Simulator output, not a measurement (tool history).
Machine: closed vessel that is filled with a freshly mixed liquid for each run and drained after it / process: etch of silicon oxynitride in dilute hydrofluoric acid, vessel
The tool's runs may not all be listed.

| run | hour | temperature setpoint of the liquid (C) | parts of water to one part of 49 % hydrofluoric acid (parts by volume) | time in the liquid (s) | thickness taken off the silicon oxynitride on a monitor wafer (nm) |
|---|---|---|---|---|---|
| 1 | 0.0 | 24.0 | 100 | 425 | 9.5601 |
| 2 | 4.2 | 26.0 | 100 | 425 | 10.5210 |
| 3 | 11.2 | 27.5 | 100 | 425 | 11.2570 |
| 4 | 14.9 | 27.5 | 100 | 225 | 5.9447 |
| 5 | 20.5 | 27.5 | 100 | 425 | 11.2220 |
| 6 | 26.0 | 28.5 | 100 | 425 | 11.7050 |

Run 7, settings as shown, results not yet in. Your forecast:
| 7 | 31.1 | 29.5 | 100 | 425 | ? |

For run 7 the tool returned thickness taken off the silicon oxynitride on a monitor wafer (nm) 12.2600.
